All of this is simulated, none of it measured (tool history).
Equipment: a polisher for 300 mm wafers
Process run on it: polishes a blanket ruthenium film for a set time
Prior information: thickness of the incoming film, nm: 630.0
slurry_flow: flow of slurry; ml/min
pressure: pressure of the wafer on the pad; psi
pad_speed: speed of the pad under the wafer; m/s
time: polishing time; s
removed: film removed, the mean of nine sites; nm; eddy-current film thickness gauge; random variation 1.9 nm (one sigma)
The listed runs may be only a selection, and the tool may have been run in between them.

| run | hour | slurry_flow | pressure | pad_speed | time | removed |
|---|---|---|---|---|---|---|
| 1 | 0.0 | 130 | 2.7 | 1.02 | 126 | 189.66 |
| 2 | 7.0 | 155 | 2.7 | 1.02 | 126 | 196.07 |
| 3 | 15.4 | 155 | 2.5 | 1.02 | 126 | 189.58 |
| 4 | 24.1 | 150 | 2.3 | 1.00 | 126 | 174.71 |
| 5 | 32.2 | 125 | 2.3 | 1.00 | 126 | 167.47 |
| 6 | 35.3 | 125 | 2.1 | 1.00 | 126 | 155.51 |
| 7 | 38.5 | 125 | 2.0 | 1.00 | 126 | 152.94 |
| 8 | 46.9 | 125 | 1.9 | 1.00 | 126 | 148.37 |

Predict the results of run 9:
| 9 | 48.2 | 125 | 1.9 | 1.00 | 126 | ? |

removed: 147.20 nm
